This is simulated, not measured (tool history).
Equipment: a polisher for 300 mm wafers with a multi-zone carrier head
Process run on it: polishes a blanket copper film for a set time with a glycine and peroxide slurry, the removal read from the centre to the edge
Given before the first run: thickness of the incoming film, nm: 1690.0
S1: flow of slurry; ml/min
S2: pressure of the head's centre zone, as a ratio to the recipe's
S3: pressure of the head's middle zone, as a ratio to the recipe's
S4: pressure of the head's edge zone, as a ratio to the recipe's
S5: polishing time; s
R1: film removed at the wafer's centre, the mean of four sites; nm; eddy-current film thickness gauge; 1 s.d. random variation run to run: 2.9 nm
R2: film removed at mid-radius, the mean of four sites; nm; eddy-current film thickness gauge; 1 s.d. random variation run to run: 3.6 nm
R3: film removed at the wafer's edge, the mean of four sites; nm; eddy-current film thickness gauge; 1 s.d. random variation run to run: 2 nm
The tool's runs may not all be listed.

| run | hour | S1 | S2 | S3 | S4 | S5 | R1 | R2 | R3 |
|---|---|---|---|---|---|---|---|---|---|
| 1 | 0.0 | 290 | 1.00 | 1.00 | 1.00 | 55 | 186.34 | 191.88 | 197.44 |
| 2 | 4.1 | 290 | 0.99 | 1.01 | 1.02 | 57 | 190.56 | 198.51 | 205.07 |
| 3 | 11.3 | 290 | 0.97 | 1.01 | 1.04 | 59 | 194.44 | 203.02 | 215.01 |
| 4 | 17.3 | 290 | 0.97 | 1.04 | 1.04 | 59 | 192.87 | 207.39 | 211.96 |
| 5 | 24.1 | 290 | 0.97 | 1.10 | 1.04 | 59 | 195.07 | 217.30 | 214.20 |
| 6 | 27.4 | 235 | 0.97 | 1.10 | 1.04 | 59 | 181.43 | 206.78 | 208.01 |
| 7 | 36.2 | 245 | 0.96 | 1.10 | 1.06 | 60 | 184.70 | 212.20 | 215.76 |
| 8 | 44.9 | 255 | 0.95 | 1.10 | 1.08 | 61 | 186.31 | 223.65 | 218.44 |

Forecast run 9:
| 9 | 50.4 | 250 | 0.94 | 1.08 | 1.09 | 63 | ? | ? | ? |

{"run 9": {"R1": 187.94, "R2": 226.57, "R3": 231.38}}
